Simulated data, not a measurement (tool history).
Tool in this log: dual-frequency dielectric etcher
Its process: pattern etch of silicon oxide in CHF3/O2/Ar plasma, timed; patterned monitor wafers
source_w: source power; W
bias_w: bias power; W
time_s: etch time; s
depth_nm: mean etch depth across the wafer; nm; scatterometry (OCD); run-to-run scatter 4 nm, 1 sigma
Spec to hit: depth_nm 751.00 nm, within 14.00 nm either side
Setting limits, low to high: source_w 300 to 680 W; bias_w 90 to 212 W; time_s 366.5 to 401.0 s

run  hour  source_w  bias_w  time_s  depth_nm
  1   0.0       490     151   401.0    651.80
  2   2.2       520     153   401.0    670.56
  3   5.4       520     153   366.5    602.40
  4   8.1       520     142   366.5    588.81
  5  17.1       540     154   368.5    624.49
  6  22.3       540     135   368.5    586.82
  7  25.8       560     148   370.5    627.06
  8  29.5       560     148   370.5    625.62
  9  31.5       580     156   371.5    639.63
 10  36.3       590     166   373.5    679.40
 11  41.5       600     170   374.0    683.46
 12  42.5       610     175   375.0    697.02

Exercise: of the 5 proposed moves below, exactly one satisfies all targets within the stated allowed misses. Which move is it?
  A  43.5       590     163   366.5         ?
  B  43.5       600     177   401.0         ?
  C  43.5       660     188   366.5         ?
  D  43.5       680     167   380.0         ?
  E  43.5       580     192   372.5         ?

move  depth_nm
   A    658.16
   B    750.06
   C    726.83
   D    724.51
   E    712.82
A: misses by more than the last run did
B: hits every target within its allowed miss
C: closes in on the targets versus the last run, not all within tolerance yet
D: closes in on the targets versus the last run, not all within tolerance yet
E: closes in on the targets versus the last run, not all within tolerance yet
B meets every target.
